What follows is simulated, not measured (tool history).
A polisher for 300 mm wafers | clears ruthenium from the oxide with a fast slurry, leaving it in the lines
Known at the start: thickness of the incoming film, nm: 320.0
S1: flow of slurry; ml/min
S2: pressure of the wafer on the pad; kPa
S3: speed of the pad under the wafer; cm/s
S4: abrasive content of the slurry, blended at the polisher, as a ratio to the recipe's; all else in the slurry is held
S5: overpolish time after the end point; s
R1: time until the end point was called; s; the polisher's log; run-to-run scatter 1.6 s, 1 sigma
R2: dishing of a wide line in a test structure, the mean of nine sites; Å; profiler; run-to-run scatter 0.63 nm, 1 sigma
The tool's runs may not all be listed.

run	day	S1	S2	S3	S4	S5	R1	R2
1	0.000	160	16.5	104	1.0	12	106.150	311.19
2	0.067	175	16.5	104	1.0	12	108.540	316.15
3	0.158	175	18.6	104	1.0	12	98.809	326.08
4	0.271	175	18.6	104	0.9	12	107.480	323.89
5	0.471	175	18.6	104	0.9	8	100.040	214.55
6	0.629	175	18.6	104	0.9	10	99.788	272.25

For run 7, what comes out?
7	0.971	175	19.3	104	0.9	10	?	?

R1: 99.696 s
R2: 278.39 Å
